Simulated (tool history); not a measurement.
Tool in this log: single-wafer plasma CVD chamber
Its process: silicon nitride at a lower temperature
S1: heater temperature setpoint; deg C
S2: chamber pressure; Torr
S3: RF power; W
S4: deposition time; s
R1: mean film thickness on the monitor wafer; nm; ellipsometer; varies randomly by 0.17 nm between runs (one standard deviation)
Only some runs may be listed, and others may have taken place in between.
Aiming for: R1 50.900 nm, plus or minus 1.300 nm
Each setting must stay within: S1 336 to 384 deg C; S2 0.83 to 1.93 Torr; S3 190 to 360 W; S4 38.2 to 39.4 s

run	day	S1	S2	S3	S4	R1
1	0.000	360	1.38	275	38.2	45.145
2	0.300	360	1.43	280	38.2	46.141
3	0.338	360	1.43	280	38.2	45.998
4	0.642	360	1.47	285	38.2	47.278
5	0.938	350	1.47	285	38.2	47.404
6	1.067	350	1.47	285	39.4	48.855
7	1.388	350	1.49	285	39.4	49.532
8	1.592	350	1.50	285	39.4	49.346

Of the 5 settings listed for the next run, only one would bring every result within its allowed miss of target. Which one?
A	1.796	350	1.65	305	39.4	?
B	1.796	336	1.46	315	39.4	?
C	1.796	358	1.54	315	39.4	?
D	1.796	348	1.58	295	39.4	?
E	1.796	346	1.52	310	39.4	?

move	R1
A	53.261
B	52.689
C	53.234
D	51.257
E	52.589
A: takes the result that was furthest off past its target
B: takes the result that was furthest off past its target
C: takes the result that was furthest off past its target
D: meets every target
E: takes the result that was furthest off past its target
D is the move that brings every result within its allowed miss.

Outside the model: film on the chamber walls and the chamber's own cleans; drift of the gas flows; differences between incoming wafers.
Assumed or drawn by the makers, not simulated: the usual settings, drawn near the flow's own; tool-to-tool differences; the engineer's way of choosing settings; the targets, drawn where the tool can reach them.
